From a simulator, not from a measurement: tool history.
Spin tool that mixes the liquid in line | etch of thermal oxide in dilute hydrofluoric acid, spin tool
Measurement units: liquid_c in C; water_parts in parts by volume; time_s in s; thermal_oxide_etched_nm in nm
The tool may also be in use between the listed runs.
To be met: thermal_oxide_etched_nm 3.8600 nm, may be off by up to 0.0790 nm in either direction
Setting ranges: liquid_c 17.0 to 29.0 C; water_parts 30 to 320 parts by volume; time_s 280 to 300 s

Run 1, hour 0.0: liquid_c 21.0 C, water_parts 175 parts by volume, time_s 280 s. Result: thermal_oxide_etched_nm 6.1249 nm.
Run 2, hour 8.3: liquid_c 21.0 C, water_parts 175 parts by volume, time_s 300 s. Result: thermal_oxide_etched_nm 6.5171 nm.
Run 3, hour 11.6: liquid_c 21.0 C, water_parts 225 parts by volume, time_s 300 s. Result: thermal_oxide_etched_nm 4.8344 nm.
Run 4, hour 18.6: liquid_c 23.0 C, water_parts 225 parts by volume, time_s 300 s. Result: thermal_oxide_etched_nm 5.1708 nm.
Run 5, hour 20.3: liquid_c 23.0 C, water_parts 185 parts by volume, time_s 300 s. Result: thermal_oxide_etched_nm 6.5287 nm.
Run 6, hour 26.1: liquid_c 23.0 C, water_parts 185 parts by volume, time_s 300 s. Result: thermal_oxide_etched_nm 6.6228 nm.
Run 7, hour 34.1: liquid_c 22.0 C, water_parts 195 parts by volume, time_s 300 s. Result: thermal_oxide_etched_nm 5.9683 nm.
Run 8, hour 41.5: liquid_c 21.0 C, water_parts 205 parts by volume, time_s 300 s. Result: thermal_oxide_etched_nm 5.3706 nm.
Run 9, hour 49.1: liquid_c 20.5 C, water_parts 210 parts by volume, time_s 300 s. Result: thermal_oxide_etched_nm 5.1350 nm.
Run 10, hour 52.4: liquid_c 20.0 C, water_parts 215 parts by volume, time_s 300 s. Result: thermal_oxide_etched_nm 4.9212 nm.
Run 11, hour 56.8: liquid_c 19.5 C, water_parts 220 parts by volume, time_s 300 s. Result: thermal_oxide_etched_nm 4.6918 nm.
Run 12, hour 63.3: liquid_c 19.0 C, water_parts 225 parts by volume, time_s 300 s. Result: thermal_oxide_etched_nm 4.4468 nm.
Run 13, hour 70.0: liquid_c 18.5 C, water_parts 225 parts by volume, time_s 300 s. Result: thermal_oxide_etched_nm 4.3792 nm.
Run 14, hour 78.9: liquid_c 18.0 C, water_parts 225 parts by volume, time_s 300 s. Result: thermal_oxide_etched_nm 4.3182 nm.

Of the 4 settings listed for the next run, only one would bring every result within its allowed miss of target. Which one?
Run A, hour 87.8: liquid_c 17.0 C, water_parts 200 parts by volume, time_s 300 s. Result: thermal_oxide_etched_nm ?.
Run B, hour 87.8: liquid_c 17.0 C, water_parts 240 parts by volume, time_s 300 s. Result: thermal_oxide_etched_nm ?.
Run C, hour 87.8: liquid_c 19.5 C, water_parts 215 parts by volume, time_s 300 s. Result: thermal_oxide_etched_nm ?.
Run D, hour 87.8: liquid_c 21.5 C, water_parts 265 parts by volume, time_s 300 s. Result: thermal_oxide_etched_nm ?.

move  thermal_oxide_etched_nm
   A                   4.7717
   B                   3.8362
   C                   4.8275
   D                   4.0253
A: further off than the last run
B: in spec on every target
C: further off than the last run
D: moves toward the targets from the last run without getting all of them in spec
Move B is the one to make.
